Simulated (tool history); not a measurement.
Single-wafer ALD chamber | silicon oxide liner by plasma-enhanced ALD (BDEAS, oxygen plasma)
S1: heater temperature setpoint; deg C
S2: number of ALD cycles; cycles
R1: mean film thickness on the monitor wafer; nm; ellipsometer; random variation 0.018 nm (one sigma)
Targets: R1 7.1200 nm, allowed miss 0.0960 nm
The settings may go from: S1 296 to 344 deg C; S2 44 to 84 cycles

run  hour   S1  S2      R1
  1   0.0  320  64  5.6768
  2   8.3  319  67  5.9416
  3  13.2  312  67  6.0203
  4  18.6  321  67  5.9199
  5  20.8  311  67  6.0247
  6  25.9  311  58  5.2342
  7  29.6  310  62  5.5718
  8  36.8  309  65  5.8527
  9  43.3  309  65  5.8625
 10  49.6  308  67  6.0580
 11  54.4  307  69  6.2110
 12  57.9  307  71  6.4374
 13  65.1  306  72  6.5175
 14  71.6  306  73  6.6019
 15  78.1  306  74  6.7386
 16  83.1  306  75  6.7690
 17  84.1  306  76  6.9118
 18  85.6  305  77  6.9757
 19  91.3  305  77  6.9871

5 next moves are on the table. One of them brings every result within its allowed miss. Which?
  A  97.0  306  79   ?
  B  97.0  310  75   ?
  C  97.0  303  75   ?
  D  97.0  305  76   ?
  E  97.0  304  76   ?

move      R1
   A  7.1625
   B  6.7605
   C  6.8294
   D  6.9005
   E  6.9105
A: meets every target
B: further off than the last run
C: further off than the last run
D: further off than the last run
E: further off than the last run
The right move is A.
